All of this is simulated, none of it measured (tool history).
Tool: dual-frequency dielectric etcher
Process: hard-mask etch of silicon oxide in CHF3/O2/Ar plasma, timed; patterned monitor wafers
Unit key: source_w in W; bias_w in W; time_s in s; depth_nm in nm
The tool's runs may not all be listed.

run	hour	source_w	bias_w	time_s	depth_nm
1	0.0	610	233	11	21.718
2	3.6	690	233	11	22.995
3	4.7	610	233	11	21.460
4	6.3	610	233	10	19.487
5	7.6	610	233	11	21.329
6	8.5	610	267	11	23.010
7	15.5	650	269	11	23.963
8	21.8	670	270	11	24.454

Forecast run 9:
9	25.5	690	271	11	?

depth_nm: 24.956 nm
